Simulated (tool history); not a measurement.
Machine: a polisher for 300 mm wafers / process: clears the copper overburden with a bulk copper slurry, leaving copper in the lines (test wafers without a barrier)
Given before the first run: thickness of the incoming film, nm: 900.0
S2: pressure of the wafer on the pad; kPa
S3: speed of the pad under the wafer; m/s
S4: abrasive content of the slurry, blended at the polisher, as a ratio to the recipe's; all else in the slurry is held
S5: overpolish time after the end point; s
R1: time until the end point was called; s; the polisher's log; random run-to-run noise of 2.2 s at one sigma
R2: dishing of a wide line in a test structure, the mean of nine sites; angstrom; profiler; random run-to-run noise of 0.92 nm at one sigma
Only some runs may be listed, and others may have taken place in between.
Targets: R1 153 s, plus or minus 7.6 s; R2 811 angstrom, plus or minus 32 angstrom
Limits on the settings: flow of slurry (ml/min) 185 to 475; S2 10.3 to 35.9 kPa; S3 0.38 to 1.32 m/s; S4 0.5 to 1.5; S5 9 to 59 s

run 1 hour=0 | flow_of_slurry_(ml/min)=305 S2=22.8 S3=0.84 S4=1 S5=30 | R1=109.93 R2=881.95
run 2 hour=6.5 | flow_of_slurry_(ml/min)=355 S2=22.8 S3=0.84 S4=1 S5=30 | R1=111.37 R2=899.05
run 3 hour=13.1 | flow_of_slurry_(ml/min)=355 S2=22.8 S3=1 S4=1 S5=30 | R1=91.091 R2=934.6
run 4 hour=16.3 | flow_of_slurry_(ml/min)=355 S2=22.8 S3=0.9 S4=1 S5=30 | R1=103.45 R2=906.28
run 5 hour=19.5 | flow_of_slurry_(ml/min)=355 S2=22.8 S3=1.1 S4=1 S5=30 | R1=82.982 R2=980.27
run 6 hour=22.2 | flow_of_slurry_(ml/min)=355 S2=18.6 S3=1.08 S4=1 S5=34 | R1=104.04 R2=889.95
run 7 hour=31.2 | flow_of_slurry_(ml/min)=355 S2=18.6 S3=1.08 S4=1 S5=34 | R1=102.16 R2=894.78
run 8 hour=39.6 | flow_of_slurry_(ml/min)=355 S2=15.9 S3=1.06 S4=1 S5=38 | R1=114.99 R2=848.78
run 9 hour=48.1 | flow_of_slurry_(ml/min)=355 S2=13.8 S3=1.02 S4=1 S5=43 | R1=136.78 R2=834.06
run 10 hour=57.1 | flow_of_slurry_(ml/min)=355 S2=13.1 S3=1.02 S4=1 S5=44 | R1=138.57 R2=824.66
run 11 hour=62 | flow_of_slurry_(ml/min)=355 S2=12.4 S3=1.02 S4=1 S5=45 | R1=142.1 R2=818.03

Below are 5 possible settings for the next run. Only one of them brings all results inside the allowed miss of their targets. Which is it?
run A hour=66.9 | flow_of_slurry_(ml/min)=350 S2=11 S3=1.02 S4=1.05 S5=35 | R1=? R2=?
run B hour=66.9 | flow_of_slurry_(ml/min)=270 S2=15.9 S3=0.76 S4=1.4 S5=28 | R1=? R2=?
run C hour=66.9 | flow_of_slurry_(ml/min)=375 S2=10.3 S3=1.08 S4=1.1 S5=59 | R1=? R2=?
run D hour=66.9 | flow_of_slurry_(ml/min)=320 S2=11 S3=1.02 S4=1.1 S5=37 | R1=? R2=?
run E hour=66.9 | flow_of_slurry_(ml/min)=270 S2=11 S3=1.24 S4=0.8 S5=32 | R1=? R2=?

move=A R1=156.88 R2=727.01
move=B R1=157.33 R2=711.53
move=C R1=152.71 R2=803.06
move=D R1=156.82 R2=739.58
move=E R1=139.46 R2=733.41
A: meets the target for the result that was furthest off, but another lies outside its allowed miss
B: meets the target for the result that was furthest off, but another lies outside its allowed miss
C: meets every target
D: meets the target for the result that was furthest off, but another lies outside its allowed miss
E: its largest miss is bigger than the last run's
So the answer is move C, the one that meets all the targets.
